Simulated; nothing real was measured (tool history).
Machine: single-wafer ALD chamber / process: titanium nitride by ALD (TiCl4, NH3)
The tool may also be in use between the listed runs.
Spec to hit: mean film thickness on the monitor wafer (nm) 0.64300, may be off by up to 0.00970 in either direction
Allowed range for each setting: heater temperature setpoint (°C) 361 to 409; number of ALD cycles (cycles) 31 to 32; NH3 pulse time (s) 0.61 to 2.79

run	hour	heater temperature setpoint (°C)	number of ALD cycles (cycles)	NH3 pulse time (s)	mean film thickness on the monitor wafer (nm)
1	0.0	385	32	1.70	0.69136
2	2.2	385	32	1.70	0.69256
3	7.0	380	32	1.40	0.68392
4	13.7	385	32	1.40	0.68522
5	16.9	380	32	1.15	0.67194
6	22.7	379	32	1.05	0.66418
7	24.5	379	32	1.02	0.66263
8	31.4	379	32	1.00	0.66310
9	32.5	379	32	0.98	0.66038

Consider the 4 candidate settings below. Which is the only one whose results all fall within their allowed miss of target?
A	33.6	388	31	1.57	?
B	33.6	375	32	1.23	?
C	33.6	387	31	0.84	?
D	33.6	380	32	1.12	?

move	mean film thickness on the monitor wafer (nm)
A	0.67037
B	0.66810
C	0.64301
D	0.66945
A: moves away from the targets compared with the last run
B: moves away from the targets compared with the last run
C: in spec on every target
D: moves away from the targets compared with the last run
The move that meets every target is C.
